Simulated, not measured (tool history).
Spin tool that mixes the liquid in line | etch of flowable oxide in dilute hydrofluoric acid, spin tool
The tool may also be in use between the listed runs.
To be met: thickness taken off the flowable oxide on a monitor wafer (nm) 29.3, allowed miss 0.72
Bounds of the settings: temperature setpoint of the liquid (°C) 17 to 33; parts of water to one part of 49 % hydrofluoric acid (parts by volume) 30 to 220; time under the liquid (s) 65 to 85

run,hour,temperature setpoint of the liquid (°C),parts of water to one part of 49 % hydrofluoric acid (parts by volume),time under the liquid (s),thickness taken off the flowable oxide on a monitor wafer (nm)
1,0,25,125,85,23.175
2,4.2,26.5,125,85,24.636
3,9.8,26.5,125,65,18.701
4,10.8,26.5,115,65,20.537
5,13.8,24.5,115,65,19.142
6,18.7,23,115,65,18.085
7,20.6,24.5,115,65,19.334
8,21.4,24.5,115,65,19.146
9,27.5,28.5,100,65,26.072
10,31,29,100,65,26.587
11,36.8,29.5,100,65,27.467
12,44.8,30.5,100,65,28.21

5 next moves are on the table. One of them brings every result within its allowed miss. Which?
A,52.8,28,85,65,?
B,52.8,31,110,80,?
C,52.8,29.5,110,75,?
D,52.8,33,125,80,?
E,52.8,31,120,85,?

move,thickness taken off the flowable oxide on a monitor wafer (nm)
A,31.071
B,31.953
C,28.335
D,29.586
E,30.685
A: takes the result that was furthest off past its target
B: takes the result that was furthest off past its target
C: nearer than the last run, and not there yet
D: meets every target
E: takes the result that was furthest off past its target
The right move is D.

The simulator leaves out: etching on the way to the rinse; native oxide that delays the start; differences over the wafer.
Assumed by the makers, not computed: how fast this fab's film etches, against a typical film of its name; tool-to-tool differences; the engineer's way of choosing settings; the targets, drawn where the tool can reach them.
